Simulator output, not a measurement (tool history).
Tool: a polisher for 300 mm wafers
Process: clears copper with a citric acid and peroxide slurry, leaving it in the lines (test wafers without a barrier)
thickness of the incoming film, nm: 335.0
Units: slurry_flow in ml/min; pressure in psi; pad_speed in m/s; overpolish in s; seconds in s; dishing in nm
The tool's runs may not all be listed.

{"run": 1, "hour": 0.0, "slurry_flow": 225, "pressure": 2.9, "pad_speed": 1.16, "slurry_solids": 1.0, "overpolish": 10, "seconds": 138.05, "dishing": 17.91}
{"run": 2, "hour": 1.0, "slurry_flow": 225, "pressure": 2.9, "pad_speed": 1.38, "slurry_solids": 1.0, "overpolish": 10, "seconds": 118.17, "dishing": 21.019}
{"run": 3, "hour": 2.9, "slurry_flow": 280, "pressure": 2.9, "pad_speed": 1.38, "slurry_solids": 1.0, "overpolish": 10, "seconds": 115.26, "dishing": 21.17}
{"run": 4, "hour": 4.5, "slurry_flow": 280, "pressure": 2.9, "pad_speed": 1.38, "slurry_solids": 0.9, "overpolish": 10, "seconds": 116.85, "dishing": 21.383}
{"run": 5, "hour": 9.4, "slurry_flow": 275, "pressure": 3.0, "pad_speed": 1.38, "slurry_solids": 0.9, "overpolish": 10, "seconds": 114.54, "dishing": 21.528}
{"run": 6, "hour": 11.5, "slurry_flow": 275, "pressure": 3.4, "pad_speed": 1.38, "slurry_solids": 0.9, "overpolish": 10, "seconds": 103.15, "dishing": 24.404}
{"run": 7, "hour": 14.5, "slurry_flow": 275, "pressure": 3.5, "pad_speed": 1.38, "slurry_solids": 0.9, "overpolish": 10, "seconds": 103.97, "dishing": 23.913}
{"run": 8, "hour": 20.0, "slurry_flow": 270, "pressure": 3.6, "pad_speed": 1.38, "slurry_solids": 0.9, "overpolish": 10, "seconds": 100.44, "dishing": 24.548}

Run 9 comes next. What will it give?
{"run": 9, "hour": 22.7, "slurry_flow": 265, "pressure": 3.7, "pad_speed": 1.38, "slurry_solids": 0.9, "overpolish": 10, "seconds": "?", "dishing": "?"}

seconds: 98.211 s
dishing: 24.887 nm
